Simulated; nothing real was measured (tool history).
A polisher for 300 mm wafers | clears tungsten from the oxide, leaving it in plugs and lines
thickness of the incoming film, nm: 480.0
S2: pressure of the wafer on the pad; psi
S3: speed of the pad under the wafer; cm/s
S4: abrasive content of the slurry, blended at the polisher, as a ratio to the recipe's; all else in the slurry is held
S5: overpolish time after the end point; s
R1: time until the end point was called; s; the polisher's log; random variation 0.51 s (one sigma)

{"run": 1, "hour": 0.0, "flow of slurry (ml/min)": 235, "S2": 3.9, "S3": 126, "S4": 1, "S5": 31, "R1": 83.697}
{"run": 2, "hour": 6.0, "flow of slurry (ml/min)": 235, "S2": 3.9, "S3": 126, "S4": 1.2, "S5": 31, "R1": 79.003}
{"run": 3, "hour": 12.6, "flow of slurry (ml/min)": 235, "S2": 4.6, "S3": 132, "S4": 1.2, "S5": 31, "R1": 65.229}
{"run": 4, "hour": 13.4, "flow of slurry (ml/min)": 280, "S2": 4.6, "S3": 132, "S4": 1.2, "S5": 31, "R1": 65.389}
{"run": 5, "hour": 18.5, "flow of slurry (ml/min)": 280, "S2": 4.6, "S3": 132, "S4": 1.2, "S5": 31, "R1": 65.31}
{"run": 6, "hour": 26.6, "flow of slurry (ml/min)": 280, "S2": 4.6, "S3": 132, "S4": 1.2, "S5": 31, "R1": 64.283}
{"run": 7, "hour": 28.1, "flow of slurry (ml/min)": 280, "S2": 5, "S3": 138, "S4": 1.2, "S5": 31, "R1": 55.003}
{"run": 8, "hour": 30.3, "flow of slurry (ml/min)": 280, "S2": 5.3, "S3": 140, "S4": 1.2, "S5": 31, "R1": 51.762}
{"run": 9, "hour": 31.9, "flow of slurry (ml/min)": 280, "S2": 5.5, "S3": 144, "S4": 1.2, "S5": 31, "R1": 49.924}
{"run": 10, "hour": 39.4, "flow of slurry (ml/min)": 280, "S2": 5.7, "S3": 150, "S4": 1.2, "S5": 31, "R1": 46.339}

The next listed run, before its measurement:
{"run": 11, "hour": 44.4, "flow of slurry (ml/min)": 280, "S2": 5.8, "S3": 154, "S4": 1.2, "S5": 31, "R1": "?"}

R1: 43.207 s
